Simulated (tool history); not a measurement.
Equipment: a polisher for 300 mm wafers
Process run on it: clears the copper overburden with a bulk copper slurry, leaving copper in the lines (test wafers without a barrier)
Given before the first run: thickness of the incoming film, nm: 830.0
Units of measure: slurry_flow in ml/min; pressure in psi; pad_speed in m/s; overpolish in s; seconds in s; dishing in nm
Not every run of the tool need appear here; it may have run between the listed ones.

run  hour  slurry_flow  pressure  pad_speed  slurry_solids  overpolish  seconds  dishing
  1   0.0          245       3.1       0.88            1.0          27   110.73   77.298
  2   6.3          245       2.8       0.86            1.0          23   128.65   65.578
  3  10.1          245       2.6       0.86            1.0          20   137.94   57.973
  4  16.0          245       2.4       0.86            1.0          19   147.12   52.220
  5  25.0          245       2.2       0.86            1.0          19   160.86   49.815
  6  30.0          245       2.9       0.86            1.0          19   122.60   62.578
  7  30.6          235       2.0       0.86            1.0          12   174.75   33.690
  8  38.7          230       1.9       0.86            1.0          14   184.71   37.514

Forecast run 9:
  9  44.5          220       1.9       0.86            1.0          14        ?        ?

seconds: 185.91 s
dishing: 36.241 nm
